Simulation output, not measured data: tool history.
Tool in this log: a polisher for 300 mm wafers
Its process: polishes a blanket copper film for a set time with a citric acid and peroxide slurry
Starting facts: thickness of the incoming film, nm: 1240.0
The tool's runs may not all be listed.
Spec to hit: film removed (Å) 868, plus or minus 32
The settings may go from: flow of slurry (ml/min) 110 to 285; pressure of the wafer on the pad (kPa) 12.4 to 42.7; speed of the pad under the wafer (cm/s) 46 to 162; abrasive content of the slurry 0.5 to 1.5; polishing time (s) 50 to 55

run	hour	flow of slurry (ml/min)	pressure of the wafer on the pad (kPa)	speed of the pad under the wafer (cm/s)	abrasive content of the slurry	polishing time (s)	film removed (Å)
1	0	180	27.6	104	1	55	1549.2
2	0.6	175	22.8	102	1	55	1283.6
3	4.5	175	19.3	102	1	55	1107.7
4	11.5	175	19.3	114	1	55	1220.5
5	15.2	175	17.2	112	1	55	1038.3
6	20.6	175	17.2	124	1	55	1129.5
7	23.8	165	12.4	112	1	55	765.46
8	24.7	180	12.4	112	1	55	761.39
9	26.5	180	13.1	112	1	55	824.3
10	35.4	190	14.5	112	1	55	904.99

Consider the 4 candidate settings below. Which is the only one whose results all fall within their allowed miss of target?
A	44.3	220	17.2	114	0.75	54	?
B	44.3	215	13.8	114	1.25	50	?
C	44.3	195	17.9	102	0.85	55	?
D	44.3	180	13.1	134	1.1	52	?

move	film removed (Å)
A	971.03
B	857.55
C	967.24
D	909.34
A: moves away from the targets compared with the last run
B: each result inside its tolerance
C: moves away from the targets compared with the last run
D: moves away from the targets compared with the last run
B meets every target.
